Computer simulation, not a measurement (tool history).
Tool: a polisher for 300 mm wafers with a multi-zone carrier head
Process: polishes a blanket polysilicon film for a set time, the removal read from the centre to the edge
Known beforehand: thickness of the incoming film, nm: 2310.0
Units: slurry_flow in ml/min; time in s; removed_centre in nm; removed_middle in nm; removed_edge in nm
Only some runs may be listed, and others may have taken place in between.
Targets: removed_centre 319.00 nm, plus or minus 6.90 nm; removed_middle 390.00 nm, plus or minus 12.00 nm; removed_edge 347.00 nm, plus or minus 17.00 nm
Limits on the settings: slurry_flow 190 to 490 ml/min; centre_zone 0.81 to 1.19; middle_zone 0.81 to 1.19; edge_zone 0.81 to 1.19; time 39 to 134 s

{"run": 1, "hour": 0.0, "slurry_flow": 315, "centre_zone": 1.0, "middle_zone": 1.0, "edge_zone": 1.0, "time": 86, "removed_centre": 641.9, "removed_middle": 654.59, "removed_edge": 629.81}
{"run": 2, "hour": 3.4, "slurry_flow": 315, "centre_zone": 1.07, "middle_zone": 1.0, "edge_zone": 1.0, "time": 86, "removed_centre": 680.4, "removed_middle": 654.81, "removed_edge": 649.67}
{"run": 3, "hour": 6.8, "slurry_flow": 295, "centre_zone": 0.99, "middle_zone": 1.0, "edge_zone": 1.0, "time": 72, "removed_centre": 525.4, "removed_middle": 541.91, "removed_edge": 547.9}
{"run": 4, "hour": 8.1, "slurry_flow": 295, "centre_zone": 0.99, "middle_zone": 1.0, "edge_zone": 1.04, "time": 72, "removed_centre": 531.0, "removed_middle": 536.88, "removed_edge": 540.58}
{"run": 5, "hour": 11.7, "slurry_flow": 295, "centre_zone": 0.99, "middle_zone": 1.0, "edge_zone": 1.1, "time": 72, "removed_centre": 526.77, "removed_middle": 547.24, "removed_edge": 539.96}
{"run": 6, "hour": 20.0, "slurry_flow": 295, "centre_zone": 0.99, "middle_zone": 1.0, "edge_zone": 1.17, "time": 72, "removed_centre": 522.04, "removed_middle": 553.85, "removed_edge": 572.27}
{"run": 7, "hour": 21.1, "slurry_flow": 290, "centre_zone": 0.94, "middle_zone": 1.02, "edge_zone": 1.1, "time": 63, "removed_centre": 435.5, "removed_middle": 482.98, "removed_edge": 483.34}
{"run": 8, "hour": 23.1, "slurry_flow": 255, "centre_zone": 0.84, "middle_zone": 1.07, "edge_zone": 1.0, "time": 51, "removed_centre": 309.45, "removed_middle": 398.41, "removed_edge": 380.28}
{"run": 9, "hour": 31.5, "slurry_flow": 290, "centre_zone": 0.89, "middle_zone": 1.07, "edge_zone": 0.9, "time": 51, "removed_centre": 336.81, "removed_middle": 407.97, "removed_edge": 359.52}
{"run": 10, "hour": 35.5, "slurry_flow": 275, "centre_zone": 0.88, "middle_zone": 1.07, "edge_zone": 0.89, "time": 51, "removed_centre": 333.01, "removed_middle": 401.57, "removed_edge": 361.4}

Of the 4 settings listed for the next run, only one would bring every result within its allowed miss of target. Which one?
{"run": "A", "hour": 39.5, "slurry_flow": 245, "centre_zone": 0.86, "middle_zone": 1.12, "edge_zone": 0.89, "time": 52, "removed_centre": "?", "removed_middle": "?", "removed_edge": "?"}
{"run": "B", "hour": 39.5, "slurry_flow": 275, "centre_zone": 0.9, "middle_zone": 1.1, "edge_zone": 0.93, "time": 48, "removed_centre": "?", "removed_middle": "?", "removed_edge": "?"}
{"run": "C", "hour": 39.5, "slurry_flow": 265, "centre_zone": 1.02, "middle_zone": 1.17, "edge_zone": 0.85, "time": 49, "removed_centre": "?", "removed_middle": "?", "removed_edge": "?"}
{"run": "D", "hour": 39.5, "slurry_flow": 255, "centre_zone": 0.86, "middle_zone": 1.11, "edge_zone": 0.89, "time": 52, "removed_centre": "?", "removed_middle": "?", "removed_edge": "?"}

move=A removed_centre=319.68 removed_middle=424.45 removed_edge=361.05
move=B removed_centre=313.81 removed_middle=391.45 removed_edge=342.53
move=C removed_centre=361.84 removed_middle=418.55 removed_edge=336.92
move=D removed_centre=321.49 removed_middle=423.49 removed_edge=362.51
A: the furthest-off result lands on target, but another misses its tolerance
B: every result lands within tolerance
C: misses by more than the last run did
D: the furthest-off result lands on target, but another misses its tolerance
Move B is the one to make.
